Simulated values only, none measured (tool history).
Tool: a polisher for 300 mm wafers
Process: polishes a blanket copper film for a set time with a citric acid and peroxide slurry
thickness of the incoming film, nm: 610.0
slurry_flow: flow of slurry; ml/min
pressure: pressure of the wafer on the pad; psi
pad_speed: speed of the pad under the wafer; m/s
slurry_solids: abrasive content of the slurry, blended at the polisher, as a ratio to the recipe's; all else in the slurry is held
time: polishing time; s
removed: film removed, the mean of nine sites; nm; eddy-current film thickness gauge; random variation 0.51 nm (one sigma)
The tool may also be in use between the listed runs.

run 1 day=0.000 | slurry_flow=270 pressure=3.6 pad_speed=1.22 slurry_solids=1.0 time=32 | removed=110.390
run 2 day=0.050 | slurry_flow=330 pressure=3.6 pad_speed=1.22 slurry_solids=1.0 time=32 | removed=111.790
run 3 day=0.392 | slurry_flow=330 pressure=3.6 pad_speed=1.22 slurry_solids=1.1 time=32 | removed=115.640
run 4 day=0.475 | slurry_flow=330 pressure=3.6 pad_speed=1.22 slurry_solids=1.1 time=29 | removed=104.490
run 5 day=0.538 | slurry_flow=330 pressure=3.3 pad_speed=1.22 slurry_solids=1.1 time=29 | removed=95.409
run 6 day=0.792 | slurry_flow=330 pressure=3.3 pad_speed=1.22 slurry_solids=1.1 time=32 | removed=107.380
run 7 day=0.867 | slurry_flow=330 pressure=3.0 pad_speed=1.20 slurry_solids=1.1 time=32 | removed=96.913
run 8 day=1.017 | slurry_flow=330 pressure=3.0 pad_speed=1.20 slurry_solids=1.1 time=32 | removed=96.250
run 9 day=1.250 | slurry_flow=330 pressure=2.8 pad_speed=1.20 slurry_solids=1.1 time=32 | removed=93.896
run 10 day=1.567 | slurry_flow=330 pressure=2.6 pad_speed=1.18 slurry_solids=1.1 time=32 | removed=86.076
run 11 day=1.838 | slurry_flow=330 pressure=2.4 pad_speed=1.18 slurry_solids=1.1 time=32 | removed=80.679
run 12 day=1.954 | slurry_flow=330 pressure=2.4 pad_speed=1.18 slurry_solids=1.1 time=32 | removed=81.494
run 13 day=2.208 | slurry_flow=330 pressure=2.3 pad_speed=1.18 slurry_solids=1.1 time=32 | removed=77.262

Forecast run 14:
run 14 day=2.558 | slurry_flow=315 pressure=1.7 pad_speed=1.18 slurry_solids=1.1 time=32 | removed=?

{"run 14": {"removed": 62.771}}

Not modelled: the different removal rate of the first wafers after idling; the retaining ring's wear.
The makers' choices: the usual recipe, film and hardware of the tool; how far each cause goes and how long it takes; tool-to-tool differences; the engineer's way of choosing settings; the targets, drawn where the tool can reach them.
